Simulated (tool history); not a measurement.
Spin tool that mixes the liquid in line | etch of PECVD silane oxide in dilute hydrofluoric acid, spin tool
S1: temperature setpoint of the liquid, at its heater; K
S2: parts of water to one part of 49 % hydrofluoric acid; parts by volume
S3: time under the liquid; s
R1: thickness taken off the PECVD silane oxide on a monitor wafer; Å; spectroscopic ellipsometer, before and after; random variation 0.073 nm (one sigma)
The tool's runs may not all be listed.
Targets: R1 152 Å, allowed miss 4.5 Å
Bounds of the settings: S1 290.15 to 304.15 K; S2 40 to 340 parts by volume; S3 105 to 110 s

run,hour,S1,S2,S3,R1
1,0,296.15,190,105,113.37
2,3.5,296.15,215,105,97.911
3,5,296.15,215,105,98.135
4,8.2,298.65,205,105,113.94
5,10.3,298.65,270,105,81.268
6,13.8,301.65,270,105,90.128
7,18,302.15,245,105,103.47
8,19.7,302.65,225,105,117.12
9,21.9,303.15,210,105,130.27
10,25.1,304.15,185,105,159.36

Which of these 5 next moves meets every target?
A,28.3,302.65,170,105,?
B,28.3,303.65,180,105,?
C,28.3,304.15,190,105,?
D,28.3,301.65,175,110,?
E,28.3,300.15,160,105,?

move,R1
A,166.24
B,160.59
C,152.85
D,162.24
E,163.36
A: further off than the last run
B: further off than the last run
C: meets every target
D: further off than the last run
E: further off than the last run
The right move is C.
